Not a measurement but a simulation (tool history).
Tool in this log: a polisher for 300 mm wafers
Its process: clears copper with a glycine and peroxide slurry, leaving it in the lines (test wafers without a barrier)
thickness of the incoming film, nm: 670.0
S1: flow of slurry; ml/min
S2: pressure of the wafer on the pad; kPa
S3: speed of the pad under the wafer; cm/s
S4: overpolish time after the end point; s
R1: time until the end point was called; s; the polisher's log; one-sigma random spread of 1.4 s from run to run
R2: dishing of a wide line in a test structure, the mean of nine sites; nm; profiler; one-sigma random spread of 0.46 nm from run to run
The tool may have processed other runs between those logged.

Run 1, hour 0.0: S1 265 ml/min, S2 15.9 kPa, S3 94 cm/s, S4 28 s. Result: R1 189.38 s, R2 51.385 nm.
Run 2, hour 5.0: S1 250 ml/min, S2 15.2 kPa, S3 100 cm/s, S4 25 s. Result: R1 188.59 s, R2 48.054 nm.
Run 3, hour 12.7: S1 235 ml/min, S2 14.5 kPa, S3 108 cm/s, S4 22 s. Result: R1 182.58 s, R2 46.231 nm.
Run 4, hour 17.1: S1 225 ml/min, S2 13.8 kPa, S3 112 cm/s, S4 20 s. Result: R1 186.63 s, R2 42.153 nm.
Run 5, hour 20.3: S1 215 ml/min, S2 13.1 kPa, S3 118 cm/s, S4 18 s. Result: R1 186.74 s, R2 39.090 nm.
Run 6, hour 21.0: S1 215 ml/min, S2 13.1 kPa, S3 118 cm/s, S4 8 s. Result: R1 187.14 s, R2 20.980 nm.

Run 7, settings as shown, results not yet in. Your forecast:
Run 7, hour 26.1: S1 215 ml/min, S2 13.1 kPa, S3 118 cm/s, S4 8 s. Result: R1 ?, R2 ?.

Run 7 came out at R1 188.40 s, R2 21.205 nm.

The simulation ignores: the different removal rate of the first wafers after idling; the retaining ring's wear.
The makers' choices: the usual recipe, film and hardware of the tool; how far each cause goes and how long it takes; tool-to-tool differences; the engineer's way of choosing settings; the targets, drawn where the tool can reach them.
